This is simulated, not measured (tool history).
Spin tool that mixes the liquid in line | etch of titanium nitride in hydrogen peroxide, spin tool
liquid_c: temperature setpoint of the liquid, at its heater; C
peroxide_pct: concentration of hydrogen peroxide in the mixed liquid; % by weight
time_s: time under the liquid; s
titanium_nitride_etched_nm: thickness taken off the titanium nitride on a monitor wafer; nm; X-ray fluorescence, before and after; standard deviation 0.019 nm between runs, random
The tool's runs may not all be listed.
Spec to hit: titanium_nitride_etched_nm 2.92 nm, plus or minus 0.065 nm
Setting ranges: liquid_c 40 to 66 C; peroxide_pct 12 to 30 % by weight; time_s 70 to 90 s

Run 1, hour 0: liquid_c 56 C, peroxide_pct 23 % by weight, time_s 90 s. Result: titanium_nitride_etched_nm 5.3753 nm.
Run 2, hour 5.7: liquid_c 54.5 C, peroxide_pct 23 % by weight, time_s 90 s. Result: titanium_nitride_etched_nm 4.8429 nm.
Run 3, hour 9.3: liquid_c 53 C, peroxide_pct 23 % by weight, time_s 90 s. Result: titanium_nitride_etched_nm 4.3466 nm.
Run 4, hour 11.7: liquid_c 52 C, peroxide_pct 23 % by weight, time_s 90 s. Result: titanium_nitride_etched_nm 4.0257 nm.
Run 5, hour 18: liquid_c 51 C, peroxide_pct 23 % by weight, time_s 90 s. Result: titanium_nitride_etched_nm 3.7395 nm.
Run 6, hour 25.1: liquid_c 46 C, peroxide_pct 23 % by weight, time_s 90 s. Result: titanium_nitride_etched_nm 2.6112 nm.
Run 7, hour 32.8: liquid_c 46.5 C, peroxide_pct 23 % by weight, time_s 90 s. Result: titanium_nitride_etched_nm 2.7074 nm.
Run 8, hour 36.6: liquid_c 47 C, peroxide_pct 23 % by weight, time_s 90 s. Result: titanium_nitride_etched_nm 2.7707 nm.

4 next moves are on the table. One of them brings every result within its allowed miss. Which?
Run A, hour 40.4: liquid_c 46.5 C, peroxide_pct 25.5 % by weight, time_s 90 s. Result: titanium_nitride_etched_nm ?.
Run B, hour 40.4: liquid_c 46.5 C, peroxide_pct 26.5 % by weight, time_s 90 s. Result: titanium_nitride_etched_nm ?.
Run C, hour 40.4: liquid_c 48.5 C, peroxide_pct 30 % by weight, time_s 75 s. Result: titanium_nitride_etched_nm ?.
Run D, hour 40.4: liquid_c 47.5 C, peroxide_pct 23 % by weight, time_s 90 s. Result: titanium_nitride_etched_nm ?.

move  titanium_nitride_etched_nm
   A                      2.7627
   B                      2.7861
   C                      2.7633
   D                      2.9077
A: further off than the last run
B: closes in on the targets versus the last run, not all within tolerance yet
C: about the same distance from the targets as the last run
D: every result within its allowed miss
Go with D: it meets all targets.

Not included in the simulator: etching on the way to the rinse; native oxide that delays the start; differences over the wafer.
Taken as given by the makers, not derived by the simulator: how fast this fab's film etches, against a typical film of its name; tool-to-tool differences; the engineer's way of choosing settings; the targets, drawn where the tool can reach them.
